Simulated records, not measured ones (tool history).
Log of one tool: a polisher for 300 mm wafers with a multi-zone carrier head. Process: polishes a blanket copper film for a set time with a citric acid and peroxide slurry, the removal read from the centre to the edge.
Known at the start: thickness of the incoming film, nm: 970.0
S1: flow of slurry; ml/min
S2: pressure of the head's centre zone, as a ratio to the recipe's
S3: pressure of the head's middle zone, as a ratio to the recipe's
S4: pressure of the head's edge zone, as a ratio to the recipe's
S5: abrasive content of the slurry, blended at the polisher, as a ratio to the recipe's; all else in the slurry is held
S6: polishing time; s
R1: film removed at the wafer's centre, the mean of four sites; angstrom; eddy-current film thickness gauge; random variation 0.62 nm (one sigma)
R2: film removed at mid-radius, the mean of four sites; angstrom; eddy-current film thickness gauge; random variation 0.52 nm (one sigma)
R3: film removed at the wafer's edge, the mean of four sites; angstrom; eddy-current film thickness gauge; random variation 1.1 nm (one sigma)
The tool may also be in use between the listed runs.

Run 1, hour 0.0: S1 300 ml/min, S2 1.00, S3 1.00, S4 1.00, S5 1.00, S6 38 s. Result: R1 693.54 angstrom, R2 670.89 angstrom, R3 670.38 angstrom.
Run 2, hour 2.9: S1 310 ml/min, S2 1.00, S3 1.02, S4 1.04, S5 1.05, S6 38 s. Result: R1 690.25 angstrom, R2 686.57 angstrom, R3 709.24 angstrom.
Run 3, hour 7.8: S1 310 ml/min, S2 1.00, S3 1.02, S4 1.10, S5 1.05, S6 38 s. Result: R1 695.20 angstrom, R2 692.72 angstrom, R3 721.28 angstrom.
Run 4, hour 15.6: S1 310 ml/min, S2 1.00, S3 1.02, S4 1.10, S5 1.20, S6 38 s. Result: R1 704.74 angstrom, R2 700.68 angstrom, R3 727.67 angstrom.
Run 5, hour 22.3: S1 320 ml/min, S2 1.00, S3 1.04, S4 1.11, S5 1.20, S6 38 s. Result: R1 715.88 angstrom, R2 717.93 angstrom, R3 742.33 angstrom.
Run 6, hour 26.3: S1 320 ml/min, S2 1.00, S3 1.04, S4 1.11, S5 1.30, S6 38 s. Result: R1 731.57 angstrom, R2 722.66 angstrom, R3 723.60 angstrom.

The next listed run, before its measurement:
Run 7, hour 33.4: S1 330 ml/min, S2 1.00, S3 1.05, S4 1.12, S5 1.30, S6 38 s. Result: R1 ?, R2 ?, R3 ?.

{"run 7": {"R1": 724.32, "R2": 744.49, "R3": 757.84}}
